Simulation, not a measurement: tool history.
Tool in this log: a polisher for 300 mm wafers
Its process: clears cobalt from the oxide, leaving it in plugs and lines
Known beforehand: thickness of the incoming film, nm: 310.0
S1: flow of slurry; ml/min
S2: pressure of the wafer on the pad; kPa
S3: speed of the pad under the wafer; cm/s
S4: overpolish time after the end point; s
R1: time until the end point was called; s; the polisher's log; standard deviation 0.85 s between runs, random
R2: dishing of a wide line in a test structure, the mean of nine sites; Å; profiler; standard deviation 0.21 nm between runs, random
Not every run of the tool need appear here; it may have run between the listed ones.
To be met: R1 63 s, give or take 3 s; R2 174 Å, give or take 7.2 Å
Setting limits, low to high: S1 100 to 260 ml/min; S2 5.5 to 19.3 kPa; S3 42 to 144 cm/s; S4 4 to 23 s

run 1 hour=0 | S1=165 S2=12.4 S3=92 S4=12 | R1=57.343 R2=475.08
run 2 hour=2.2 | S1=150 S2=12.4 S3=92 S4=12 | R1=58.706 R2=469.11
run 3 hour=7.9 | S1=150 S2=12.4 S3=102 S4=12 | R1=53.866 R2=493.27
run 4 hour=14.8 | S1=150 S2=12.4 S3=102 S4=17 | R1=54.214 R2=617.38
run 5 hour=20.2 | S1=150 S2=12.4 S3=94 S4=17 | R1=56.227 R2=589.75
-- hour=24.9 head pressure recalibrated
run 6 hour=24.9 | S1=150 S2=12.4 S3=104 S4=17 | R1=58.664 R2=607.48
run 7 hour=31.3 | S1=140 S2=11.7 S3=94 S4=15 | R1=65.175 R2=501.93
run 8 hour=39.4 | S1=160 S2=11.7 S3=86 S4=13 | R1=69.668 R2=441.58
run 9 hour=43.2 | S1=150 S2=12.4 S3=78 S4=11 | R1=70.417 R2=383.94
run 10 hour=45.1 | S1=140 S2=13.1 S3=72 S4=10 | R1=70.159 R2=346.62
run 11 hour=53.7 | S1=135 S2=13.8 S3=66 S4=9 | R1=72.218 R2=317.82
run 12 hour=55 | S1=140 S2=13.8 S3=58 S4=4 | R1=79.493 R2=143.22

Consider the 5 candidate settings below. Which is the only one whose results all fall within their allowed miss of target?
run A hour=56.3 | S1=105 S2=17.2 S3=52 S4=4 | R1=? R2=?
run B hour=56.3 | S1=110 S2=15.9 S3=58 S4=4 | R1=? R2=?
run C hour=56.3 | S1=185 S2=13.1 S3=82 S4=4 | R1=? R2=?
run D hour=56.3 | S1=140 S2=14.5 S3=66 S4=4 | R1=? R2=?
run E hour=56.3 | S1=150 S2=13.8 S3=70 S4=4 | R1=? R2=?

move=A R1=68.873 R2=157.57
move=B R1=69.322 R2=156.63
move=C R1=61.103 R2=175.83
move=D R1=66.815 R2=162.04
move=E R1=66.683 R2=162.33
A: nearer than the last run, and not there yet
B: nearer than the last run, and not there yet
C: each result inside its tolerance
D: nearer than the last run, and not there yet
E: nearer than the last run, and not there yet
So the answer is move C, the one that meets all the targets.

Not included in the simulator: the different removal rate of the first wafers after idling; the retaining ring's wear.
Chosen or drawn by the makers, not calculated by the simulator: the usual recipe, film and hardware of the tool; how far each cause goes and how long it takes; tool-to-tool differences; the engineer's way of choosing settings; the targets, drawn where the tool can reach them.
